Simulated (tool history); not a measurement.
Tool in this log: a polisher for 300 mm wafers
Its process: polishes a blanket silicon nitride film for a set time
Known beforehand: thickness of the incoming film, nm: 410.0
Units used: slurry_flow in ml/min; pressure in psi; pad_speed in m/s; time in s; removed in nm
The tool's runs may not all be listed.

run	hour	slurry_flow	pressure	pad_speed	time	removed
1	0	130	4.3	1.42	33	97.086
2	1.6	125	3.9	1.42	33	86.049
3	8.3	155	3.9	1.42	33	91.191
4	14.2	180	3.9	1.42	33	95.021
5	21	170	3.6	1.42	33	85.99
6	24.9	170	3.6	1.6	33	94.104
7	30	160	3.3	1.6	33	87.922
8	33.3	155	3	1.6	33	80.806

Predict the results of run 9:
9	39.1	150	2.8	1.6	33	?

Run 9 gave removed 74.991 nm.
